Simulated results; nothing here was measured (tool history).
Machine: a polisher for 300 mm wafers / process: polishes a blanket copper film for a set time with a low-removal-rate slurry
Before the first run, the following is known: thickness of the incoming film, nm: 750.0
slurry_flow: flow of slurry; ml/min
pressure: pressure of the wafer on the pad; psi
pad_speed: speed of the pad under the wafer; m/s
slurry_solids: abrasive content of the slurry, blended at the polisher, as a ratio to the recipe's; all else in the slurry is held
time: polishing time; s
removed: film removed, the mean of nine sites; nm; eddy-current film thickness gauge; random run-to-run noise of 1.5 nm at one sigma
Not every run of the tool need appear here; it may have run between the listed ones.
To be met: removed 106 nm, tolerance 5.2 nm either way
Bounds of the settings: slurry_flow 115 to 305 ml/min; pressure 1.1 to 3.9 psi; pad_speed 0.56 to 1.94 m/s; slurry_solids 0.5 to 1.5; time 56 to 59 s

run	day	slurry_flow	pressure	pad_speed	slurry_solids	time	removed
1	0	195	2.5	1.24	1	56	173.3
2	0.358	225	2.5	1.24	1	56	174.16
3	0.438	225	2.5	1.38	1	56	198.51
4	0.779	225	2.5	1.52	1	56	217.03
5	0.842	225	2.2	1.46	1	56	179.73
6	1.175	225	2	1.46	1	56	169.13
7	1.504	225	2	1.46	1	56	169.54
8	1.662	225	2	1.46	1	56	165.68
9	1.912	225	1.8	1.44	1	56	148.79
10	2.212	225	1.6	1.44	1	56	132.92
11	2.417	225	1.5	1.44	1	56	127.64
12	2.788	225	1.4	1.44	1	56	117.22

4 next moves are on the table. One of them brings every result within its allowed miss. Which?
A	3.158	245	1.5	1.42	1.05	59	?
B	3.158	225	1.6	1.38	0.85	57	?
C	3.158	230	1.5	1.2	0.9	57	?
D	3.158	245	1.9	1.34	0.6	57	?

move	removed
A	132.18
B	123.47
C	103.25
D	128.59
A: its largest miss is bigger than the last run's
B: its largest miss is bigger than the last run's
C: every result within its allowed miss
D: its largest miss is bigger than the last run's
C is the move that brings every result within its allowed miss.

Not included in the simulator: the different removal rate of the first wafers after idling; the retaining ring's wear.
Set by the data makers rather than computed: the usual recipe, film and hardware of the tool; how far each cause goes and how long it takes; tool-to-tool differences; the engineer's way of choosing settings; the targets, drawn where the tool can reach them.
